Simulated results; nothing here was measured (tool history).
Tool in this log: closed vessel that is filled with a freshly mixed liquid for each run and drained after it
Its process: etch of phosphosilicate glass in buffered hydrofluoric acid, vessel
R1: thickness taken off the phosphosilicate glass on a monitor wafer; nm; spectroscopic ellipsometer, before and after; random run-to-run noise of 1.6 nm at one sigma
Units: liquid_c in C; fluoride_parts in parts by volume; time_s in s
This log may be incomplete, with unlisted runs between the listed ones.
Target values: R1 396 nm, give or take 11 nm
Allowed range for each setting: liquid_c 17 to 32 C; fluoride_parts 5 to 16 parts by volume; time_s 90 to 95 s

{"run": 1, "hour": 0.0, "liquid_c": 24, "fluoride_parts": 9.5, "time_s": 90, "R1": 894.21}
{"run": 2, "hour": 7.3, "liquid_c": 23, "fluoride_parts": 10, "time_s": 90, "R1": 823.42}
{"run": 3, "hour": 8.8, "liquid_c": 25.5, "fluoride_parts": 10, "time_s": 90, "R1": 943.27}
{"run": 4, "hour": 11.2, "liquid_c": 25.5, "fluoride_parts": 10, "time_s": 90, "R1": 935.16}
{"run": 5, "hour": 15.8, "liquid_c": 25.5, "fluoride_parts": 11.5, "time_s": 90, "R1": 818.88}
{"hour": 18.6, "done": "thermometer replaced"}
{"run": 6, "hour": 18.6, "liquid_c": 24.5, "fluoride_parts": 12, "time_s": 90, "R1": 661.76}
{"run": 7, "hour": 21.4, "liquid_c": 23.5, "fluoride_parts": 12, "time_s": 90, "R1": 627.65}
{"run": 8, "hour": 29.6, "liquid_c": 22.5, "fluoride_parts": 12, "time_s": 90, "R1": 591.69}
{"run": 9, "hour": 37.5, "liquid_c": 22, "fluoride_parts": 12, "time_s": 90, "R1": 577.07}
{"run": 10, "hour": 39.7, "liquid_c": 21.5, "fluoride_parts": 12, "time_s": 90, "R1": 561.5}
{"run": 11, "hour": 43.3, "liquid_c": 21, "fluoride_parts": 12, "time_s": 90, "R1": 545.6}
{"run": 12, "hour": 47.3, "liquid_c": 20.5, "fluoride_parts": 12, "time_s": 90, "R1": 531.25}
{"run": 13, "hour": 48.1, "liquid_c": 20, "fluoride_parts": 12, "time_s": 90, "R1": 515.07}
{"run": 14, "hour": 53.8, "liquid_c": 20, "fluoride_parts": 12, "time_s": 90, "R1": 514.83}
{"run": 15, "hour": 59.2, "liquid_c": 19.5, "fluoride_parts": 12, "time_s": 90, "R1": 501.23}
{"run": 16, "hour": 65.2, "liquid_c": 19, "fluoride_parts": 12, "time_s": 90, "R1": 491.65}
{"run": 17, "hour": 66.9, "liquid_c": 18.5, "fluoride_parts": 12, "time_s": 90, "R1": 476.48}
{"run": 18, "hour": 69.6, "liquid_c": 17.5, "fluoride_parts": 12.5, "time_s": 90, "R1": 430.38}

Which single option among these 4 for the next run brings every result within its allowed miss of target? Just one does.
{"run": "A", "hour": 72.3, "liquid_c": 17.5, "fluoride_parts": 12.5, "time_s": 95, "R1": "?"}
{"run": "B", "hour": 72.3, "liquid_c": 17, "fluoride_parts": 11, "time_s": 95, "R1": "?"}
{"run": "C", "hour": 72.3, "liquid_c": 18, "fluoride_parts": 12, "time_s": 90, "R1": "?"}
{"run": "D", "hour": 72.3, "liquid_c": 18.5, "fluoride_parts": 14.5, "time_s": 90, "R1": "?"}

move=A R1=455.9
move=B R1=502.09
move=C R1=462.49
move=D R1=395.17
A: its largest miss is bigger than the last run's
B: its largest miss is bigger than the last run's
C: its largest miss is bigger than the last run's
D: all results land within tolerance of their targets
The move that meets every target is D.

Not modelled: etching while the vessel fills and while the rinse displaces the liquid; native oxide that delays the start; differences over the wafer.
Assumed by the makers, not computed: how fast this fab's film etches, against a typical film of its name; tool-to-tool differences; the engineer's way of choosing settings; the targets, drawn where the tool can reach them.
